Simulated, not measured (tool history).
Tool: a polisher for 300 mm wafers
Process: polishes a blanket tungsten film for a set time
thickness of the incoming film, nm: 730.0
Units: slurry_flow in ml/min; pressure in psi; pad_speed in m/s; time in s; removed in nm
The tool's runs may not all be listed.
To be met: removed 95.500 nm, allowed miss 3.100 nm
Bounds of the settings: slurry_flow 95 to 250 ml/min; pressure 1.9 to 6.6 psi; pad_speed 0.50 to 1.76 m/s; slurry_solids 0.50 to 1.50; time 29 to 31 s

{"run": 1, "day": 0.0, "slurry_flow": 160, "pressure": 4.2, "pad_speed": 1.12, "slurry_solids": 1.0, "time": 31, "removed": 149.26}
{"run": 2, "day": 0.108, "slurry_flow": 195, "pressure": 4.2, "pad_speed": 1.12, "slurry_solids": 1.0, "time": 31, "removed": 155.59}
{"run": 3, "day": 0.183, "slurry_flow": 190, "pressure": 3.9, "pad_speed": 1.12, "slurry_solids": 1.0, "time": 31, "removed": 148.08}
{"run": 4, "day": 0.329, "slurry_flow": 190, "pressure": 3.9, "pad_speed": 1.12, "slurry_solids": 0.85, "time": 31, "removed": 138.85}
{"run": 5, "day": 0.638, "slurry_flow": 185, "pressure": 3.7, "pad_speed": 1.12, "slurry_solids": 0.85, "time": 31, "removed": 129.29}
{"run": 6, "day": 0.862, "slurry_flow": 200, "pressure": 3.7, "pad_speed": 1.12, "slurry_solids": 0.85, "time": 31, "removed": 132.71}
{"run": 7, "day": 1.0, "slurry_flow": 195, "pressure": 3.5, "pad_speed": 1.12, "slurry_solids": 0.85, "time": 31, "removed": 124.37}
{"run": 8, "day": 1.346, "slurry_flow": 190, "pressure": 3.4, "pad_speed": 1.12, "slurry_solids": 0.85, "time": 31, "removed": 123.37}
{"run": 9, "day": 1.592, "slurry_flow": 185, "pressure": 3.2, "pad_speed": 1.12, "slurry_solids": 0.85, "time": 31, "removed": 116.87}
{"run": 10, "day": 1.796, "slurry_flow": 180, "pressure": 3.1, "pad_speed": 1.12, "slurry_solids": 0.85, "time": 31, "removed": 111.66}
{"run": 11, "day": 2.138, "slurry_flow": 135, "pressure": 2.6, "pad_speed": 1.12, "slurry_solids": 0.85, "time": 31, "removed": 91.028}

Which of these 5 next moves meets every target?
{"run": "A", "day": 2.479, "slurry_flow": 125, "pressure": 2.5, "pad_speed": 1.1, "slurry_solids": 0.85, "time": 31, "removed": "?"}
{"run": "B", "day": 2.479, "slurry_flow": 180, "pressure": 2.3, "pad_speed": 1.14, "slurry_solids": 0.7, "time": 31, "removed": "?"}
{"run": "C", "day": 2.479, "slurry_flow": 135, "pressure": 2.7, "pad_speed": 1.16, "slurry_solids": 0.75, "time": 31, "removed": "?"}
{"run": "D", "day": 2.479, "slurry_flow": 135, "pressure": 2.7, "pad_speed": 1.1, "slurry_solids": 0.85, "time": 29, "removed": "?"}
{"run": "E", "day": 2.479, "slurry_flow": 130, "pressure": 2.8, "pad_speed": 1.04, "slurry_solids": 0.95, "time": 29, "removed": "?"}

move=A removed=85.884
move=B removed=82.684
move=C removed=94.274
move=D removed=86.941
move=E removed=87.223
A: further off than the last run
B: further off than the last run
C: meets every target
D: further off than the last run
E: further off than the last run
The right move is C.
